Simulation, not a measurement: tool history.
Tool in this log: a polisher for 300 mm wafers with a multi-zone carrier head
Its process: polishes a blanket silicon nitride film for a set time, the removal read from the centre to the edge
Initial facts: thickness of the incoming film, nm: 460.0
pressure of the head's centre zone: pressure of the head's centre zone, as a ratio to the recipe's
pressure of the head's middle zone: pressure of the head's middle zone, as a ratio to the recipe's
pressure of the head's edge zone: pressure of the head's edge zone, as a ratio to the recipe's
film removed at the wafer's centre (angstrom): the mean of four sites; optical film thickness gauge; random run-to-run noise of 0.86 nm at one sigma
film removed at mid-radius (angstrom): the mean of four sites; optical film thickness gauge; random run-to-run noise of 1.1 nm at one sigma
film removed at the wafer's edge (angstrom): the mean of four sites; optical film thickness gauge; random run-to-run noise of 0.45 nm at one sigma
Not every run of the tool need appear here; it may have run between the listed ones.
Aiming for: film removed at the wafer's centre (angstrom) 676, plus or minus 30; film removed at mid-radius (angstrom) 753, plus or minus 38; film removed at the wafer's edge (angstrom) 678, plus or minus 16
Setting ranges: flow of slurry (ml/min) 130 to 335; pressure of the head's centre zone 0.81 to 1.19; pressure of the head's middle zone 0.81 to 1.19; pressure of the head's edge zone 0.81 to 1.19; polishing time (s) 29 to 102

run	hour	flow of slurry (ml/min)	pressure of the head's centre zone	pressure of the head's middle zone	pressure of the head's edge zone	polishing time (s)	film removed at the wafer's centre (angstrom)	film removed at mid-radius (angstrom)	film removed at the wafer's edge (angstrom)
1	0	215	1	1	1	65	868.13	881.92	913.73
2	3.3	215	1	1	0.97	65	876.96	911.94	894.07
3	12	215	1	1	1.03	65	874.96	903.62	922.57
4	18.6	215	1	1	1.08	65	851.14	861.8	942.6
5	26.4	215	1	0.94	1.08	65	859.3	828.14	942.15
6	30.8	210	0.99	0.95	1.03	62	806.22	824.49	881.2
7	39.2	205	0.99	0.95	1	59	767.32	755.27	831.82
8	41.6	240	1	1.05	0.9	47	621.13	669.65	638.16
9	44.8	240	1.01	1.07	0.91	48	630.66	711.33	647.65
10	47.2	240	1.02	1.07	0.92	48	662.93	694.95	649.28
11	50.8	240	1.02	1.08	0.93	48	657.76	717.37	653.83
12	58.4	240	1.02	1.09	0.94	48	662.35	704.46	658.52
13	61.7	240	1.02	1.09	0.94	48	670.82	715.66	660.12
14	63.4	240	1.02	1.1	0.95	48	653.9	710.7	660.32
15	64.6	240	1.02	1.11	0.95	48	648.73	723.09	672.6
16	71.3	240	1.03	1.12	0.95	48	643.04	722.6	665.17
# hour 75.7: edge zone pressure recalibrated
17	75.7	245	1.04	1.12	0.95	48	679.84	717.66	637.18
18	77.6	240	1.04	1.12	0.95	48	662.52	724.64	638.42
19	81.3	240	1.04	1.12	0.95	48	676.43	716.93	641.28
20	85.3	245	1.04	1.12	0.96	48	662.49	725.51	636.03

5 candidate next runs follow, results not yet known. Just one meets every target within its allowed miss. Identify it.
A	89.3	305	1.01	1.12	1.01	49	?	?	?
B	89.3	130	0.94	1.02	1.02	56	?	?	?
C	89.3	235	1.07	1.18	0.89	46	?	?	?
D	89.3	325	1.06	1.19	0.92	46	?	?	?
E	89.3	290	1.02	1.18	0.97	44	?	?	?

move	film removed at the wafer's centre (angstrom)	film removed at mid-radius (angstrom)	film removed at the wafer's edge (angstrom)
A	672.33	763.98	674.88
B	634.43	724.21	716.95
C	648.93	730.78	584.85
D	666.1	759.83	608.13
E	606.68	714.27	591.79
A: all results land within tolerance of their targets
B: carries the result that was furthest off beyond its target, to the other side
C: moves away from the targets compared with the last run
D: moves away from the targets compared with the last run
E: moves away from the targets compared with the last run
A is the move that brings every result within its allowed miss.
